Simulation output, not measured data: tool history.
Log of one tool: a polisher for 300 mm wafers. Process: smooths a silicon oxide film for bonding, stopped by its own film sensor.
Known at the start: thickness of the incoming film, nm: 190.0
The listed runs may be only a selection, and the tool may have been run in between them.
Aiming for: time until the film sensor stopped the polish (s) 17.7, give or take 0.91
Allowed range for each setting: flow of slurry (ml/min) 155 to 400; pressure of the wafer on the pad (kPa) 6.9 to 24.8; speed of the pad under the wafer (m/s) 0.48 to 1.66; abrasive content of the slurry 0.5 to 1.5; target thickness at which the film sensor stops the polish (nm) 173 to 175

run  hour  flow of slurry (ml/min)  pressure of the wafer on the pad (kPa)  speed of the pad under the wafer (m/s)  abrasive content of the slurry  target thickness at which the film sensor stops the polish (nm)  time until the film sensor stopped the polish (s)
  1     0                      255                                    15.9                                    1.06                               1                                                              173                                               26.3
  2   1.5                      255                                    17.2                                    1.08                               1                                                              173                                             24.258
  3   4.1                      235                                    17.2                                    1.08                               1                                                              173                                             23.856
  4  11.1                      235                                    17.2                                    0.86                               1                                                              173                                             29.597
  5  19.3                      235                                    18.6                                    0.88                               1                                                              173                                             26.965
  6  21.3                      235                                      20                                     0.9                               1                                                              173                                             23.868
  7  29.1                      235                                    20.7                                     0.9                               1                                                              173                                             22.924
  8  34.6                      235                                    21.4                                     0.9                               1                                                              173                                             22.647
  9  39.5                      235                                    22.1                                    0.92                               1                                                              173                                             21.901

Exactly one of the 4 candidate moves below puts every result within its allowed miss. Which one?
  A  44.4                      155                                      20                                    1.14                             1.1                                                              175                                                  ?
  B  44.4                      245                                    22.8                                       1                            0.95                                                              174                                                  ?
  C  44.4                      255                                    24.8                                    1.06                               1                                                              174                                                  ?
  D  44.4                      240                                    20.7                                    0.82                               1                                                              173                                                  ?

move  time until the film sensor stopped the polish (s)
   A                                             17.557
   B                                             18.969
   C                                             15.966
   D                                             25.065
A: every result within its allowed miss
B: an improvement on the last run, though not all results are within tolerance
C: takes the result that was furthest off past its target
D: its largest miss is bigger than the last run's
A is the move that brings every result within its allowed miss.

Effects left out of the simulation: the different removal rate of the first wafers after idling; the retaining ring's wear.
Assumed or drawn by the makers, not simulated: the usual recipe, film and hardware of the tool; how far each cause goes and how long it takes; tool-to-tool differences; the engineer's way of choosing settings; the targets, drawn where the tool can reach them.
